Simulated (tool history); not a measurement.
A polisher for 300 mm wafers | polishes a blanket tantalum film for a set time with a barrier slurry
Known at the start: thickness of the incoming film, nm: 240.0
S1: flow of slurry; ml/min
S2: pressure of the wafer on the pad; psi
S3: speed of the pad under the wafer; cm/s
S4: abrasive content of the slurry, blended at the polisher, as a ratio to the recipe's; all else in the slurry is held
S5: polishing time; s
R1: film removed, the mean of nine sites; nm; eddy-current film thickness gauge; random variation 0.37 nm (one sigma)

Run 1, hour 0.0: S1 150 ml/min, S2 1.2 psi, S3 116 cm/s, S4 1.0, S5 27 s. Result: R1 35.361 nm.
Run 2, hour 7.1: S1 150 ml/min, S2 1.2 psi, S3 116 cm/s, S4 1.0, S5 27 s. Result: R1 35.411 nm.
Run 3, hour 11.2: S1 115 ml/min, S2 1.2 psi, S3 116 cm/s, S4 1.0, S5 27 s. Result: R1 33.198 nm.
Run 4, hour 19.9: S1 90 ml/min, S2 1.2 psi, S3 116 cm/s, S4 1.0, S5 27 s. Result: R1 31.250 nm.
Run 5, hour 24.8: S1 90 ml/min, S2 1.2 psi, S3 116 cm/s, S4 1.0, S5 25 s. Result: R1 28.408 nm.
Run 6, hour 29.3: S1 120 ml/min, S2 1.3 psi, S3 116 cm/s, S4 1.0, S5 25 s. Result: R1 34.316 nm.
Run 7, hour 30.1: S1 140 ml/min, S2 1.4 psi, S3 116 cm/s, S4 1.0, S5 25 s. Result: R1 37.638 nm.
Run 8, hour 33.0: S1 160 ml/min, S2 1.5 psi, S3 116 cm/s, S4 1.0, S5 25 s. Result: R1 41.495 nm.

Run 9 comes next. What will it give?
Run 9, hour 37.8: S1 175 ml/min, S2 1.6 psi, S3 116 cm/s, S4 1.0, S5 25 s. Result: R1 ?.

R1: 44.386 nm

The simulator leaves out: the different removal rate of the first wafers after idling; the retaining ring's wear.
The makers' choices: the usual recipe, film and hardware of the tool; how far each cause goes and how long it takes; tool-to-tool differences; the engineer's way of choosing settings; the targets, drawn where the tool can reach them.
